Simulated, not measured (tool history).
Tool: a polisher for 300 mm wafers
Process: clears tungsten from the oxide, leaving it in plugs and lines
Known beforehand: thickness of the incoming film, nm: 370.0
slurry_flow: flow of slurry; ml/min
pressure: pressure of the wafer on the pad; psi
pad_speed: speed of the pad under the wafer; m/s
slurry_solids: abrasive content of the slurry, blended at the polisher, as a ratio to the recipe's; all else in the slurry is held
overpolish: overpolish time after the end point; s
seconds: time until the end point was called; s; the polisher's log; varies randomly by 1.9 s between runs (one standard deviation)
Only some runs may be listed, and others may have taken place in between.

{"run": 1, "hour": 0.0, "slurry_flow": 190, "pressure": 3.6, "pad_speed": 1.04, "slurry_solids": 1.0, "overpolish": 40, "seconds": 72.23}
{"run": 2, "hour": 7.6, "slurry_flow": 190, "pressure": 3.6, "pad_speed": 0.94, "slurry_solids": 1.0, "overpolish": 40, "seconds": 82.759}
{"run": 3, "hour": 10.9, "slurry_flow": 190, "pressure": 4.5, "pad_speed": 0.94, "slurry_solids": 1.0, "overpolish": 40, "seconds": 63.629}
{"run": 4, "hour": 18.6, "slurry_flow": 190, "pressure": 4.3, "pad_speed": 0.94, "slurry_solids": 1.0, "overpolish": 40, "seconds": 68.446}
{"run": 5, "hour": 23.0, "slurry_flow": 190, "pressure": 4.3, "pad_speed": 0.94, "slurry_solids": 0.95, "overpolish": 40, "seconds": 68.42}
{"run": 6, "hour": 31.0, "slurry_flow": 190, "pressure": 4.2, "pad_speed": 0.94, "slurry_solids": 0.95, "overpolish": 40, "seconds": 71.801}
{"run": 7, "hour": 35.9, "slurry_flow": 190, "pressure": 4.1, "pad_speed": 0.94, "slurry_solids": 0.95, "overpolish": 40, "seconds": 74.838}
{"run": 8, "hour": 37.3, "slurry_flow": 190, "pressure": 4.0, "pad_speed": 0.94, "slurry_solids": 0.95, "overpolish": 40, "seconds": 73.987}

The next listed run, before its measurement:
{"run": 9, "hour": 40.5, "slurry_flow": 190, "pressure": 3.9, "pad_speed": 0.94, "slurry_solids": 0.95, "overpolish": 40, "seconds": "?"}

{"run 9": {"seconds": 76.215}}

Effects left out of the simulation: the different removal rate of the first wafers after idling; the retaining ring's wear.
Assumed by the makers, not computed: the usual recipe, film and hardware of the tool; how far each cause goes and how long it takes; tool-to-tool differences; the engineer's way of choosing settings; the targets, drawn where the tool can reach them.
